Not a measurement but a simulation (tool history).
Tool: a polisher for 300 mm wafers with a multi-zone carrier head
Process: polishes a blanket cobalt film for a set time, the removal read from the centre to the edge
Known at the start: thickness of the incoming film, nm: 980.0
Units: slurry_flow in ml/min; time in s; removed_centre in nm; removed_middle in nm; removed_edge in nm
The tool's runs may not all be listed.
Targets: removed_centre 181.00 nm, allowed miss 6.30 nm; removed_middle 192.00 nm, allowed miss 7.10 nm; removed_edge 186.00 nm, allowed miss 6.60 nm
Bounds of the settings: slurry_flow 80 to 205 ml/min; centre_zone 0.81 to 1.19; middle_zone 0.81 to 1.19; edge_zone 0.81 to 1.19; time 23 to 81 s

| run | hour | slurry_flow | centre_zone | middle_zone | edge_zone | time | removed_centre | removed_middle | removed_edge |
|---|---|---|---|---|---|---|---|---|---|
| 1 | 0.0 | 135 | 1.00 | 1.00 | 1.00 | 52 | 299.38 | 303.36 | 307.89 |
| 2 | 7.6 | 130 | 0.99 | 1.00 | 0.98 | 48 | 278.49 | 277.83 | 279.79 |
| 3 | 15.8 | 130 | 0.99 | 1.00 | 1.05 | 48 | 272.86 | 280.75 | 287.62 |
| 4 | 20.8 | 125 | 0.98 | 1.00 | 1.03 | 45 | 250.12 | 259.63 | 264.90 |
| 5 | 29.0 | 125 | 0.94 | 1.00 | 1.03 | 45 | 242.51 | 263.59 | 269.11 |
| 6 | 32.6 | 120 | 0.94 | 1.00 | 1.01 | 43 | 229.08 | 250.74 | 254.69 |
| 7 | 36.8 | 120 | 0.97 | 0.97 | 0.91 | 29 | 161.93 | 163.98 | 163.47 |
| 8 | 42.8 | 130 | 0.97 | 0.98 | 0.92 | 29 | 165.51 | 166.85 | 163.18 |
| 9 | 48.1 | 130 | 0.97 | 0.99 | 0.94 | 29 | 162.65 | 170.73 | 164.57 |
| 10 | 51.0 | 130 | 0.98 | 0.99 | 0.96 | 29 | 165.54 | 170.75 | 170.61 |
| 11 | 56.1 | 135 | 0.99 | 1.00 | 0.97 | 29 | 166.54 | 168.90 | 168.20 |
| 12 | 65.0 | 135 | 0.99 | 1.01 | 0.98 | 30 | 172.83 | 180.63 | 176.53 |
| 13 | 68.8 | 135 | 0.99 | 1.01 | 0.99 | 30 | 175.24 | 179.78 | 177.88 |
| 14 | 75.6 | 135 | 0.99 | 1.02 | 1.00 | 30 | 170.92 | 178.61 | 179.47 |
| 15 | 77.7 | 140 | 0.99 | 1.03 | 1.00 | 30 | 175.45 | 180.28 | 177.20 |
| 16 | 83.2 | 140 | 0.99 | 1.04 | 1.01 | 30 | 176.29 | 182.39 | 181.59 |
| 17 | 90.5 | 140 | 0.99 | 1.05 | 1.01 | 30 | 176.52 | 183.99 | 181.00 |

Which of these 5 next moves meets every target?
| A | 97.8 | 130 | 0.94 | 1.06 | 1.02 | 31 | ? | ? | ? |
| B | 97.8 | 165 | 0.97 | 1.04 | 0.99 | 31 | ? | ? | ? |
| C | 97.8 | 110 | 0.90 | 0.97 | 1.03 | 33 | ? | ? | ? |
| D | 97.8 | 140 | 0.94 | 0.97 | 1.11 | 31 | ? | ? | ? |
| E | 97.8 | 135 | 1.04 | 1.01 | 1.01 | 30 | ? | ? | ? |

| move | removed_centre | removed_middle | removed_edge |
|---|---|---|---|
| A | 171.50 | 188.17 | 184.86 |
| B | 184.32 | 191.91 | 187.01 |
| C | 169.25 | 180.82 | 194.17 |
| D | 173.66 | 176.58 | 194.64 |
| E | 184.95 | 175.74 | 178.91 |
A: brings the result that was furthest off to its target, and leaves another outside
B: meets every target
C: further off than the last run
D: further off than the last run
E: further off than the last run
The right move is B.
